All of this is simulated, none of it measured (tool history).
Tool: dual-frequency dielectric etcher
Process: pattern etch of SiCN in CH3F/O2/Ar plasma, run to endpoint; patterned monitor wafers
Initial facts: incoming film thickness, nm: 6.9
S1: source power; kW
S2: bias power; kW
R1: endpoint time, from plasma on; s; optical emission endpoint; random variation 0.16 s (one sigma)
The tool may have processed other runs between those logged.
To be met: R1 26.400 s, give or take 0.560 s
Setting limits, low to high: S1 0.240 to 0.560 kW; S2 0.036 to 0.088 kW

| run | day | S1 | S2 | R1 |
|---|---|---|---|---|
| 1 | 0.000 | 0.400 | 0.062 | 22.770 |
| 2 | 0.104 | 0.380 | 0.061 | 23.151 |
| 3 | 0.162 | 0.320 | 0.061 | 24.730 |
| 4 | 0.279 | 0.320 | 0.069 | 23.354 |
| 5 | 0.558 | 0.320 | 0.074 | 22.858 |
| 6 | 0.746 | 0.360 | 0.074 | 21.832 |
| 7 | 1.088 | 0.340 | 0.072 | 22.384 |
| 8 | 1.233 | 0.330 | 0.070 | 22.979 |
| 9 | 1.279 | 0.320 | 0.068 | 23.635 |
| 10 | 1.608 | 0.310 | 0.067 | 23.841 |
| 11 | 1.825 | 0.300 | 0.066 | 24.455 |
| 12 | 2.025 | 0.290 | 0.066 | 24.766 |
| 13 | 2.117 | 0.280 | 0.066 | 25.093 |
| 14 | 2.204 | 0.270 | 0.066 | 25.280 |
| 15 | 2.450 | 0.270 | 0.066 | 24.941 |
| 16 | 2.662 | 0.270 | 0.065 | 25.613 |
| 17 | 2.900 | 0.260 | 0.065 | 25.638 |
| 18 | 3.012 | 0.260 | 0.065 | 25.556 |

Consider the 5 candidate settings below. Which is the only one whose results all fall within their allowed miss of target?
| A | 3.125 | 0.300 | 0.061 | ? |
| B | 3.125 | 0.290 | 0.062 | ? |
| C | 3.125 | 0.270 | 0.068 | ? |
| D | 3.125 | 0.340 | 0.065 | ? |
| E | 3.125 | 0.250 | 0.063 | ? |

| move | R1 |
|---|---|
| A | 25.152 |
| B | 25.298 |
| C | 25.042 |
| D | 23.502 |
| E | 26.474 |
A: the biggest miss grows against the last run
B: the biggest miss grows against the last run
C: the biggest miss grows against the last run
D: the biggest miss grows against the last run
E: hits every target within its allowed miss
The move that meets every target is E.
